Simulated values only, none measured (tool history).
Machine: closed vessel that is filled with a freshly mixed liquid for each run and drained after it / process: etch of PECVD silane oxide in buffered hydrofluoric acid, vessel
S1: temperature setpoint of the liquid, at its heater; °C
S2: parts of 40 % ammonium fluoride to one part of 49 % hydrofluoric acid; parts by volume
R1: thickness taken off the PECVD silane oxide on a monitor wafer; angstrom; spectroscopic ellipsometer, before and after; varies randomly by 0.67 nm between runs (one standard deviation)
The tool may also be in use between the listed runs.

run 1 hour=0 | S1=21 S2=14.5 time_in_the_liquid_(s)=105 | R1=1210.8
run 2 hour=8.7 | S1=21 S2=14.5 time_in_the_liquid_(s)=110 | R1=1286.8
run 3 hour=14 | S1=20.5 S2=15 time_in_the_liquid_(s)=110 | R1=1201.2
run 4 hour=22.3 | S1=22.5 S2=15 time_in_the_liquid_(s)=110 | R1=1328.8
run 5 hour=30 | S1=19.5 S2=15 time_in_the_liquid_(s)=110 | R1=1148.2
run 6 hour=33 | S1=19 S2=15.5 time_in_the_liquid_(s)=110 | R1=1061.9
run 7 hour=41 | S1=19 S2=16 time_in_the_liquid_(s)=110 | R1=1047.1
run 8 hour=45.4 | S1=19 S2=16.5 time_in_the_liquid_(s)=110 | R1=1009.9
run 9 hour=51.4 | S1=19 S2=17 time_in_the_liquid_(s)=110 | R1=970.23

Forecast run 10:
run 10 hour=59.1 | S1=19 S2=17.5 time_in_the_liquid_(s)=110 | R1=?

Run 10 gave R1 943.25 angstrom.
